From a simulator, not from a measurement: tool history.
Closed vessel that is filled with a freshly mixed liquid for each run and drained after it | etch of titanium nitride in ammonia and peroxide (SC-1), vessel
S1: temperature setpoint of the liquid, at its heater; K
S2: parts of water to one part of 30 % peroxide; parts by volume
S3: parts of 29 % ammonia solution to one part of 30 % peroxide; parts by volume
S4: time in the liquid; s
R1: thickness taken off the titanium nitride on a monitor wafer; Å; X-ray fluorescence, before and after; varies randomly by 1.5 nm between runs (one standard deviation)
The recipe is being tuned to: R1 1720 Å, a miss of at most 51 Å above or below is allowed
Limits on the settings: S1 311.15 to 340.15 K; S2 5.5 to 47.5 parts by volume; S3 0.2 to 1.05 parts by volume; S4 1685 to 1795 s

Run 1, hour 0: S1 324.15 K, S2 26.5 parts by volume, S3 0.55 parts by volume, S4 1685 s. Result: R1 759.02 Å.
Run 2, hour 3.1: S1 324.15 K, S2 32.5 parts by volume, S3 0.55 parts by volume, S4 1685 s. Result: R1 669.97 Å.
Run 3, hour 10: S1 327.15 K, S2 32.5 parts by volume, S3 0.55 parts by volume, S4 1685 s. Result: R1 824.96 Å.
Run 4, hour 16.7: S1 327.15 K, S2 32.5 parts by volume, S3 0.65 parts by volume, S4 1685 s. Result: R1 874.45 Å.
Run 5, hour 20.4: S1 327.15 K, S2 32.5 parts by volume, S3 0.65 parts by volume, S4 1795 s. Result: R1 915.39 Å.
Run 6, hour 29.4: S1 327.15 K, S2 32.5 parts by volume, S3 0.65 parts by volume, S4 1685 s. Result: R1 842.05 Å.
Run 7, hour 38.9: S1 329.15 K, S2 32.5 parts by volume, S3 0.65 parts by volume, S4 1685 s. Result: R1 984.01 Å.
Run 8, hour 41.1: S1 329.15 K, S2 32.5 parts by volume, S3 0.65 parts by volume, S4 1685 s. Result: R1 978.88 Å.
Run 9, hour 50.5: S1 330.65 K, S2 32.5 parts by volume, S3 0.65 parts by volume, S4 1685 s. Result: R1 1074.3 Å.
Run 10, hour 51.6: S1 332.15 K, S2 32.5 parts by volume, S3 0.65 parts by volume, S4 1685 s. Result: R1 1184.1 Å.
Run 11, hour 57.4: S1 333.15 K, S2 32.5 parts by volume, S3 0.65 parts by volume, S4 1685 s. Result: R1 1265.7 Å.
Run 12, hour 59.3: S1 334.15 K, S2 32.5 parts by volume, S3 0.65 parts by volume, S4 1685 s. Result: R1 1365.6 Å.
Run 13, hour 65.3: S1 334.65 K, S2 32.5 parts by volume, S3 0.65 parts by volume, S4 1685 s. Result: R1 1405.7 Å.
Run 14, hour 73.1: S1 335.15 K, S2 32.5 parts by volume, S3 0.65 parts by volume, S4 1685 s. Result: R1 1439.4 Å.

Of the 5 settings listed for the next run, only one would bring every result within its allowed miss of target. Which one?
Run A, hour 80.9: S1 337.65 K, S2 37.5 parts by volume, S3 0.8 parts by volume, S4 1685 s. Result: R1 ?.
Run B, hour 80.9: S1 336.65 K, S2 36.5 parts by volume, S3 0.65 parts by volume, S4 1780 s. Result: R1 ?.
Run C, hour 80.9: S1 334.65 K, S2 26 parts by volume, S3 0.65 parts by volume, S4 1715 s. Result: R1 ?.
Run D, hour 80.9: S1 339.15 K, S2 42.5 parts by volume, S3 0.75 parts by volume, S4 1755 s. Result: R1 ?.
Run E, hour 80.9: S1 336.15 K, S2 37 parts by volume, S3 0.9 parts by volume, S4 1775 s. Result: R1 ?.

move      R1
   A  1623.9
   B  1571.4
   C    1614
   D  1710.5
   E  1600.6
A: moves toward the targets from the last run without getting all of them in spec
B: moves toward the targets from the last run without getting all of them in spec
C: moves toward the targets from the last run without getting all of them in spec
D: each result inside its tolerance
E: moves toward the targets from the last run without getting all of them in spec
Answer: D
